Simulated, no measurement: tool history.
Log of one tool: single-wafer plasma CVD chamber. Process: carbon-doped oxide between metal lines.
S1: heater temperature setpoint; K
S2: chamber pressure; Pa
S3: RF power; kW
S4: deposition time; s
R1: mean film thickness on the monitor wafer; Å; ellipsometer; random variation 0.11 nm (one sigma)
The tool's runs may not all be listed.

| run | hour | S1 | S2 | S3 | S4 | R1 |
|---|---|---|---|---|---|---|
| 1 | 0 | 648.15 | 708 | 0.4 | 8.9 | 381.39 |
| 2 | 6.4 | 648.15 | 708 | 0.44 | 8.9 | 408.19 |
| 3 | 11.6 | 651.15 | 648 | 0.43 | 8.9 | 393.69 |
| 4 | 15.4 | 654.15 | 596 | 0.425 | 8.9 | 385.16 |
|  | 24.3 | thermocouple changed; heater temperature recalibrated |
| 5 | 24.3 | 649.15 | 596 | 0.425 | 8.9 | 391.75 |
| 6 | 30.7 | 653.15 | 571 | 0.42 | 8.9 | 379.68 |
| 7 | 35.3 | 656.15 | 549 | 0.42 | 8.9 | 379.29 |

Run 8 comes next. What will it give?
| 8 | 41.4 | 658.15 | 524 | 0.415 | 8.9 | ? |

R1: 369.04 Å

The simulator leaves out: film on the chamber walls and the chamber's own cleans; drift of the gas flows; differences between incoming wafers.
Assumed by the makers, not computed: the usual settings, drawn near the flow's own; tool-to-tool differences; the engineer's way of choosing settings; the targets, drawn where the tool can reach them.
